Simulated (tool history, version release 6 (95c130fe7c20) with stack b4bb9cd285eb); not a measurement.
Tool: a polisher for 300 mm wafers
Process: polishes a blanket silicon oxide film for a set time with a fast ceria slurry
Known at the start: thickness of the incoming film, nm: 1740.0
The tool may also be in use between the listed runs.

| run | day | flow of slurry (ml/min) | pressure of the wafer on the pad (kPa) | speed of the pad under the wafer (m/s) | polishing time (s) | film removed (Å) |
|---|---|---|---|---|---|---|
| 1 | 0 | 280 | 16.5 | 1.06 | 62 | 10460 |
| 2 | 0.3 | 280 | 20 | 1.06 | 62 | 12454 |
| 3 | 0.617 | 280 | 17.9 | 1.06 | 62 | 11191 |
| 4 | 0.983 | 280 | 17.9 | 1.06 | 65 | 11837 |
| 5 | 1.171 | 280 | 15.2 | 1.06 | 65 | 10114 |
| 6 | 1.396 | 280 | 13.1 | 1.06 | 65 | 8638.3 |
| 7 | 1.421 | 280 | 12.4 | 1.06 | 65 | 8271.2 |
| 8 | 1.462 | 280 | 11.7 | 1.06 | 65 | 7850.2 |
| 9 | 1.629 | 280 | 11 | 1.06 | 65 | 7429.3 |
| 10 | 1.754 | 265 | 9.7 | 1.06 | 65 | 6551.6 |
| 11 | 2.075 | 270 | 9.7 | 1.06 | 65 | 6550.2 |

The next listed run, before its measurement:
| 12 | 2.392 | 280 | 9.7 | 1.06 | 65 | ? |

Run 12 gave film removed (Å) 6593.
